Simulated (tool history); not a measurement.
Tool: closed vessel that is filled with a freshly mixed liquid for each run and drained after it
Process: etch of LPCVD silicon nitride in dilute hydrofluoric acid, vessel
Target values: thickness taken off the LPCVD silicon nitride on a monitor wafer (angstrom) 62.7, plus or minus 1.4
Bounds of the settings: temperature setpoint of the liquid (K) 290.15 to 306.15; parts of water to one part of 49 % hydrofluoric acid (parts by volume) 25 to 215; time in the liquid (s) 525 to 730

| run | day | temperature setpoint of the liquid (K) | parts of water to one part of 49 % hydrofluoric acid (parts by volume) | time in the liquid (s) | thickness taken off the LPCVD silicon nitride on a monitor wafer (angstrom) |
|---|---|---|---|---|---|
| 1 | 0 | 298.15 | 120 | 730 | 30.792 |
| 2 | 0.238 | 300.15 | 115 | 730 | 36.695 |
| 3 | 0.292 | 301.65 | 110 | 730 | 42.024 |
| 4 | 0.321 | 302.65 | 105 | 730 | 46.942 |
| 5 | 0.608 | 302.65 | 90 | 730 | 54.552 |
| 6 | 0.917 | 305.65 | 90 | 730 | 66.409 |
| 7 | 1.238 | 305.15 | 90 | 730 | 64.265 |
|  | 1.596 | hydrofluoric acid flow meter replaced |
| 8 | 1.596 | 304.65 | 90 | 730 | 57.892 |
| 9 | 1.842 | 305.15 | 90 | 730 | 59.331 |

4 next moves are on the table. One of them brings every result within its allowed miss. Which?
| A | 2.088 | 304.65 | 60 | 525 | ? |
| B | 2.088 | 305.65 | 95 | 730 | ? |
| C | 2.088 | 304.15 | 85 | 695 | ? |
| D | 2.088 | 305.65 | 70 | 535 | ? |

| move | thickness taken off the LPCVD silicon nitride on a monitor wafer (angstrom) |
|---|---|
| A | 62.344 |
| B | 58.156 |
| C | 56.424 |
| D | 57.99 |
A: every result within its allowed miss
B: its largest miss is bigger than the last run's
C: its largest miss is bigger than the last run's
D: its largest miss is bigger than the last run's
A meets every target.
